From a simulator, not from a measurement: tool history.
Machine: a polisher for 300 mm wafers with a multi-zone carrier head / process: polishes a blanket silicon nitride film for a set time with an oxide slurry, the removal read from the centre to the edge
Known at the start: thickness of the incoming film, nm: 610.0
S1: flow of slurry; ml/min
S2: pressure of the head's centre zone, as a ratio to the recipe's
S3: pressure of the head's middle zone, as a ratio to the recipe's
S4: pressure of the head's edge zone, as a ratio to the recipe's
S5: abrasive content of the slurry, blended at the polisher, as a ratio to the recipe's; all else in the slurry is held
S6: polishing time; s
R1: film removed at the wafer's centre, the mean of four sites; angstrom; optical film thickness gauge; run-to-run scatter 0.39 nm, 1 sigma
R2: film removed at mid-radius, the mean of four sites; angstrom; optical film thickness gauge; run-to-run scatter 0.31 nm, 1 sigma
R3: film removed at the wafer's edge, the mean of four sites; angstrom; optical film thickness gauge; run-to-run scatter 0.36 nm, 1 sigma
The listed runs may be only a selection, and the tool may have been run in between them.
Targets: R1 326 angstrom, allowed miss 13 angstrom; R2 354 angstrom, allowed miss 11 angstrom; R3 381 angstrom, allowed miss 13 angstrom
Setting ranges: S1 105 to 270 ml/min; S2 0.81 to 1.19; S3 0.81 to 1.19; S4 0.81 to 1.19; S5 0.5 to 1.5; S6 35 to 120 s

| run | hour | S1 | S2 | S3 | S4 | S5 | S6 | R1 | R2 | R3 |
|---|---|---|---|---|---|---|---|---|---|---|
| 1 | 0 | 175 | 1 | 1 | 1 | 1 | 77 | 456.36 | 462.87 | 462.02 |
| 2 | 5.2 | 175 | 1 | 1 | 1 | 0.85 | 77 | 418.78 | 430.19 | 438.04 |
| 3 | 7.1 | 175 | 1 | 1 | 1 | 0.85 | 69 | 380.28 | 397.21 | 389.38 |
| 4 | 13.3 | 175 | 1 | 1.08 | 1 | 0.85 | 69 | 388.34 | 417.2 | 386.26 |
| 5 | 20.1 | 165 | 0.99 | 1.05 | 1 | 0.85 | 69 | 381.17 | 408.33 | 390.32 |
| 6 | 22.5 | 165 | 0.97 | 1.02 | 1 | 0.85 | 69 | 371.04 | 395.04 | 387.97 |
| 7 | 29 | 160 | 0.95 | 1 | 1 | 0.85 | 69 | 357.25 | 392.5 | 385.79 |
| 8 | 30 | 155 | 0.94 | 0.98 | 1 | 0.85 | 69 | 362.69 | 381.11 | 389.7 |
| 9 | 31.7 | 155 | 0.92 | 0.97 | 1 | 0.85 | 69 | 354.69 | 383.15 | 385.99 |
| 10 | 39.9 | 150 | 0.91 | 0.96 | 1.01 | 0.85 | 69 | 349.04 | 378.98 | 382.38 |
| 11 | 48.1 | 150 | 0.91 | 0.96 | 1.01 | 0.85 | 69 | 339.58 | 376.86 | 389.8 |
| 12 | 53 | 145 | 0.91 | 0.95 | 1.01 | 0.85 | 69 | 337.25 | 378.5 | 387.95 |
| 13 | 59.5 | 145 | 0.91 | 0.93 | 1.01 | 0.85 | 69 | 344.38 | 365.38 | 387.63 |
| 14 | 66.5 | 140 | 0.9 | 0.93 | 1.01 | 0.85 | 69 | 341.11 | 370.57 | 388.1 |
| 15 | 69.7 | 140 | 0.89 | 0.92 | 1.01 | 0.85 | 69 | 348.07 | 366.55 | 383.6 |
| 16 | 72 | 140 | 0.89 | 0.92 | 1.01 | 0.85 | 69 | 340.09 | 364.84 | 383.72 |

Pick the move, out of 5, that brings all results within their allowed miss; only one does.
| A | 74.3 | 150 | 0.92 | 1.02 | 0.84 | 0.9 | 67 | ? | ? | ? |
| B | 74.3 | 160 | 0.99 | 0.89 | 0.83 | 0.8 | 69 | ? | ? | ? |
| C | 74.3 | 145 | 0.93 | 0.99 | 1 | 0.65 | 70 | ? | ? | ? |
| D | 74.3 | 130 | 1.02 | 0.95 | 0.88 | 0.8 | 68 | ? | ? | ? |
| E | 74.3 | 140 | 0.88 | 0.93 | 1.04 | 0.8 | 68 | ? | ? | ? |

| move | R1 | R2 | R3 |
|---|---|---|---|
| A | 349.92 | 386.36 | 356.18 |
| B | 372.58 | 357.23 | 353.25 |
| C | 329.06 | 353.97 | 360.5 |
| D | 365.56 | 354.93 | 350.15 |
| E | 324.93 | 354.46 | 381.74 |
A: its largest miss is bigger than the last run's
B: its largest miss is bigger than the last run's
C: brings the result that was furthest off to its target, and leaves another outside
D: its largest miss is bigger than the last run's
E: each result inside its tolerance
Correct choice: E, which meets every target
